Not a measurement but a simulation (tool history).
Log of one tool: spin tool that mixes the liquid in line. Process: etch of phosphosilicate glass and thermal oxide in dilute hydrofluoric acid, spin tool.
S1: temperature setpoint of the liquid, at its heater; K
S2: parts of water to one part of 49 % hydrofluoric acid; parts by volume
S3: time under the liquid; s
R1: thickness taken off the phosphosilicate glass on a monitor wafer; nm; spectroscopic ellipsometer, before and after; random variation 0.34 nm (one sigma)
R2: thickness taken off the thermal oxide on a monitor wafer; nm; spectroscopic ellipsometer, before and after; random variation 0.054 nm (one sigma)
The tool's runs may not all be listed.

run 1 hour=0 | S1=298.15 S2=220 S3=30 | R1=28.444 R2=0.5664
run 2 hour=3.9 | S1=298.15 S2=220 S3=40 | R1=38.127 R2=0.77468
run 3 hour=8.8 | S1=299.15 S2=220 S3=40 | R1=39.436 R2=0.80582
run 4 hour=9.9 | S1=299.15 S2=175 S3=40 | R1=51.998 R2=1.105
run 5 hour=17.7 | S1=298.15 S2=175 S3=40 | R1=50.986 R2=1.0595
run 6 hour=26 | S1=297.15 S2=175 S3=40 | R1=48.628 R2=1.0689
run 7 hour=34 | S1=296.65 S2=180 S3=40 | R1=46.731 R2=0.86028

Forecast run 8:
run 8 hour=37.7 | S1=297.15 S2=185 S3=40 | R1=? R2=?

Run 8 gave R1 45.27 nm, R2 0.90227 nm.
